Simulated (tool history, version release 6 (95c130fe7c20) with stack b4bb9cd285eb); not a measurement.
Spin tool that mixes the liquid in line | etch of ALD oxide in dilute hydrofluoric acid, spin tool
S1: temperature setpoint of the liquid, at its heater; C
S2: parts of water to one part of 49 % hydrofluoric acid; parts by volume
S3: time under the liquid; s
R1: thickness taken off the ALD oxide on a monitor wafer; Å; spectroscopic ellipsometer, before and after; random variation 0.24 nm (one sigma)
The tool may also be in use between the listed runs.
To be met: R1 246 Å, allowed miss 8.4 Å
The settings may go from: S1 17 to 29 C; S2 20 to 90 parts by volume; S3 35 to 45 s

{"run": 1, "hour": 0.0, "S1": 21, "S2": 50, "S3": 45, "R1": 133.38}
{"run": 2, "hour": 5.0, "S1": 21, "S2": 35, "S3": 45, "R1": 194.49}
{"run": 3, "hour": 5.8, "S1": 21, "S2": 50, "S3": 45, "R1": 132.1}
{"run": 4, "hour": 11.0, "S1": 21, "S2": 50, "S3": 45, "R1": 130.83}
{"run": 5, "hour": 13.6, "S1": 21, "S2": 50, "S3": 45, "R1": 131.85}
{"run": 6, "hour": 16.4, "S1": 19, "S2": 50, "S3": 45, "R1": 121.53}
{"run": 7, "hour": 17.8, "S1": 20, "S2": 50, "S3": 45, "R1": 127.95}
{"run": 8, "hour": 23.8, "S1": 21, "S2": 50, "S3": 45, "R1": 132.41}
{"run": 9, "hour": 30.0, "S1": 21, "S2": 50, "S3": 45, "R1": 131.07}
{"run": 10, "hour": 36.1, "S1": 22, "S2": 50, "S3": 45, "R1": 138.98}
{"run": 11, "hour": 41.4, "S1": 22, "S2": 50, "S3": 45, "R1": 140.43}
{"run": 12, "hour": 46.6, "S1": 23, "S2": 50, "S3": 45, "R1": 143.31}
{"run": 13, "hour": 55.3, "S1": 23.5, "S2": 50, "S3": 45, "R1": 146.67}

Which of these 4 next moves meets every target?
{"run": "A", "hour": 64.0, "S1": 26.5, "S2": 35, "S3": 45, "R1": "?"}
{"run": "B", "hour": 64.0, "S1": 27.5, "S2": 35, "S3": 40, "R1": "?"}
{"run": "C", "hour": 64.0, "S1": 23.5, "S2": 40, "S3": 45, "R1": "?"}
{"run": "D", "hour": 64.0, "S1": 24.5, "S2": 35, "S3": 45, "R1": "?"}

move=A R1=240.7
move=B R1=222.85
move=C R1=184.82
move=D R1=221.67
A: meets every target
B: nearer than the last run, and not there yet
C: nearer than the last run, and not there yet
D: nearer than the last run, and not there yet
Answer: A
